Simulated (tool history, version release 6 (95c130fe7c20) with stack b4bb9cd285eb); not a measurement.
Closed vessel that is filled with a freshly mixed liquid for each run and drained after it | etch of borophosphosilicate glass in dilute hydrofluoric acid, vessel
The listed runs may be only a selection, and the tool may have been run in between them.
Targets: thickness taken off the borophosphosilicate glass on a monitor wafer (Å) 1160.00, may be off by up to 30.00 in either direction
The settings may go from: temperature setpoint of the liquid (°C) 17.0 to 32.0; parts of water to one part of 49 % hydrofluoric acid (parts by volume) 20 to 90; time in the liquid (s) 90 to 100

run,hour,temperature setpoint of the liquid (°C),parts of water to one part of 49 % hydrofluoric acid (parts by volume),time in the liquid (s),thickness taken off the borophosphosilicate glass on a monitor wafer (Å)
1,0.0,24.0,50,90,960.60
2,3.0,24.5,50,90,969.84
3,4.1,24.5,60,90,803.76
4,8.1,25.5,60,90,828.24
5,14.3,25.5,60,100,930.82
6,20.9,23.5,60,100,843.52
7,28.0,24.5,60,100,894.45
8,29.3,25.5,60,100,936.84
9,38.1,26.0,60,100,947.42
10,41.0,27.0,60,100,982.65

Exercise: of the 4 proposed moves below, exactly one satisfies all targets within the stated allowed misses. Which move is it?
A,43.9,27.0,55,95,?
B,43.9,26.0,55,100,?
C,43.9,26.0,50,100,?
D,43.9,27.5,60,90,?

move,thickness taken off the borophosphosilicate glass on a monitor wafer (Å)
A,1026.40
B,1038.30
C,1150.30
D,902.57
A: moves toward the targets from the last run without getting all of them in spec
B: moves toward the targets from the last run without getting all of them in spec
C: meets every target
D: lands further from the targets than the last run did
The right move is C.
